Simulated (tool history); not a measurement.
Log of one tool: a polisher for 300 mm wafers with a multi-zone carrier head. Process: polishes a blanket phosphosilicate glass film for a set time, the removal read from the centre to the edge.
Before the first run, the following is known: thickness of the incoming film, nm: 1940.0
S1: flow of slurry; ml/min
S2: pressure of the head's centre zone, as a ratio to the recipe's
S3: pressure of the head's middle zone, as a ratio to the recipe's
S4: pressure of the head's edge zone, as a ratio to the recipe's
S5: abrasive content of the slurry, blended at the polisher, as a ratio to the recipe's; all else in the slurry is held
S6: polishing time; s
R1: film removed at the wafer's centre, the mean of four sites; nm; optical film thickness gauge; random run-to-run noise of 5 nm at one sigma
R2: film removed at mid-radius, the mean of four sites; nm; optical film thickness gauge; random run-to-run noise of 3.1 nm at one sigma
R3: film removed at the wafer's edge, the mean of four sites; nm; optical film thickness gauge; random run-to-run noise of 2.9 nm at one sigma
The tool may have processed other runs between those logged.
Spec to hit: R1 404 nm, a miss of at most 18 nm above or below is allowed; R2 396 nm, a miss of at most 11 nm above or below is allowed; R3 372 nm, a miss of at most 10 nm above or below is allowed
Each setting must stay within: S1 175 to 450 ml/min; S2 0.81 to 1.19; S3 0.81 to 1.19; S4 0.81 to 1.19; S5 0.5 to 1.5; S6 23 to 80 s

{"run": 1, "day": 0.0, "S1": 290, "S2": 1, "S3": 1, "S4": 1, "S5": 1, "S6": 51, "R1": 462.69, "R2": 463.5, "R3": 462.3}
{"run": 2, "day": 0.033, "S1": 290, "S2": 1, "S3": 1, "S4": 0.98, "S5": 0.95, "S6": 51, "R1": 453.99, "R2": 451.73, "R3": 446.71}
{"run": 3, "day": 0.062, "S1": 290, "S2": 1, "S3": 1, "S4": 0.96, "S5": 0.9, "S6": 51, "R1": 447.08, "R2": 430.19, "R3": 420.95}
{"run": 4, "day": 0.404, "S1": 290, "S2": 1, "S3": 1, "S4": 0.96, "S5": 1, "S6": 51, "R1": 476.14, "R2": 459.87, "R3": 443.39}
{"day": 0.679, "done": "centre zone pressure recalibrated"}
{"run": 5, "day": 0.679, "S1": 350, "S2": 1, "S3": 1, "S4": 0.96, "S5": 1, "S6": 51, "R1": 446.37, "R2": 462.78, "R3": 459.43}
{"run": 6, "day": 1.029, "S1": 340, "S2": 0.98, "S3": 0.99, "S4": 0.94, "S5": 1, "S6": 51, "R1": 444.36, "R2": 461.92, "R3": 450.62}
{"run": 7, "day": 1.25, "S1": 330, "S2": 0.97, "S3": 0.98, "S4": 0.92, "S5": 1, "S6": 51, "R1": 441.96, "R2": 458.64, "R3": 448.83}
{"run": 8, "day": 1.371, "S1": 320, "S2": 0.97, "S3": 0.98, "S4": 0.91, "S5": 0.95, "S6": 51, "R1": 427.71, "R2": 441.23, "R3": 433.02}
{"run": 9, "day": 1.412, "S1": 275, "S2": 1.02, "S3": 0.99, "S4": 0.81, "S5": 0.75, "S6": 51, "R1": 374.96, "R2": 386.26, "R3": 348.1}
{"run": 10, "day": 1.788, "S1": 280, "S2": 1.02, "S3": 0.99, "S4": 0.82, "S5": 0.75, "S6": 51, "R1": 380.97, "R2": 386.68, "R3": 354.84}

Exactly one of the 4 candidate moves below puts every result within its allowed miss. Which one?
{"run": "A", "day": 2.162, "S1": 370, "S2": 0.91, "S3": 0.9, "S4": 0.95, "S5": 0.65, "S6": 58, "R1": "?", "R2": "?", "R3": "?"}
{"run": "B", "day": 2.162, "S1": 235, "S2": 0.88, "S3": 0.86, "S4": 0.85, "S5": 0.9, "S6": 51, "R1": "?", "R2": "?", "R3": "?"}
{"run": "C", "day": 2.162, "S1": 305, "S2": 1.08, "S3": 1.02, "S4": 0.93, "S5": 1, "S6": 43, "R1": "?", "R2": "?", "R3": "?"}
{"run": "D", "day": 2.162, "S1": 310, "S2": 0.97, "S3": 1.04, "S4": 0.94, "S5": 0.9, "S6": 45, "R1": "?", "R2": "?", "R3": "?"}

move=A R1=358.17 R2=375.9 R3=395.55
move=B R1=360.42 R2=376.79 R3=395.54
move=C R1=396.33 R2=399.24 R3=375.64
move=D R1=357.55 R2=401.55 R3=373.09
A: takes the biggest miss from the last run beyond its target
B: takes the biggest miss from the last run beyond its target
C: meets every target
D: corrects the largest miss of the last run, while another result sits out of spec
The right move is C.
